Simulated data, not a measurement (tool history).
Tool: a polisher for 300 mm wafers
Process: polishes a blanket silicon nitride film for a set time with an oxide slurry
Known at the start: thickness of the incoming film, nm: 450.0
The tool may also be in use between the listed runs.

run    day  flow of slurry (ml/min)  pressure of the wafer on the pad (kPa)  speed of the pad under the wafer (m/s)  abrasive content of the slurry  polishing time (s)  film removed (nm)
  1      0                      290                                    22.1                                     0.9                               1                  24             14.406
  2  0.125                      290                                    22.1                                     0.9                               1                  21              12.51
  3  0.342                      290                                    24.1                                     0.9                               1                  21             13.351
  4  0.588                      290                                    26.9                                     0.9                               1                  21             14.382
  5  0.642                      290                                      29                                     0.9                               1                  21             14.928
  6  0.683                      290                                    25.5                                     0.9                               1                  21             13.873
  7  0.779                      290                                    28.3                                    0.92                               1                  21             14.966
  8  1.042                      290                                    30.3                                    0.92                               1                  21             15.598
  9  1.408                      290                                    31.7                                    0.94                               1                  21             16.563
 10  1.492                      290                                    32.4                                    0.94                               1                  21             16.596

The next listed run, before its measurement:
 11  1.742                      290                                    33.1                                    0.94                               1                  21                  ?

{"run 11": {"film removed (nm)": 16.848}}
